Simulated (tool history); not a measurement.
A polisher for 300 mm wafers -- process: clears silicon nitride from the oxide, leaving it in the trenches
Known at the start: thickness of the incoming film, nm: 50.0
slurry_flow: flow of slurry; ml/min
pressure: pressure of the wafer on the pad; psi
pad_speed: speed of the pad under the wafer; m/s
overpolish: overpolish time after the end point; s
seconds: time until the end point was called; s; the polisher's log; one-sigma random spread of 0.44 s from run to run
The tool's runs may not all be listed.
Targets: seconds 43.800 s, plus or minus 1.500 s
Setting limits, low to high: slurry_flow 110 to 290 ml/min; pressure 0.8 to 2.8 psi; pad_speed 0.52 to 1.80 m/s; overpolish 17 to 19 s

run,day,slurry_flow,pressure,pad_speed,overpolish,seconds
1,0.000,185,1.8,1.16,17,63.442
2,0.150,190,1.9,1.16,17,60.300
3,0.283,190,2.0,1.16,17,58.987
4,0.612,215,2.0,1.16,17,58.038
5,0.717,180,2.0,1.16,17,59.726
6,0.929,140,2.0,1.16,17,63.005
7,1.267,155,2.1,1.16,17,60.014
8,1.529,170,2.2,1.16,17,56.996
9,1.646,180,2.3,1.16,17,53.008

Pick the move, out of 5, that brings all results within their allowed miss; only one does.
A,1.762,210,2.4,1.44,18,?
B,1.762,200,2.6,1.26,17,?
C,1.762,230,2.2,1.34,18,?
D,1.762,205,2.5,1.16,19,?
E,1.762,220,2.3,1.28,17,?

move,seconds
A,40.572
B,43.687
C,46.000
D,48.659
E,46.744
A: takes the result that was furthest off past its target
B: each result inside its tolerance
C: nearer than the last run, and not there yet
D: nearer than the last run, and not there yet
E: nearer than the last run, and not there yet
Answer: B
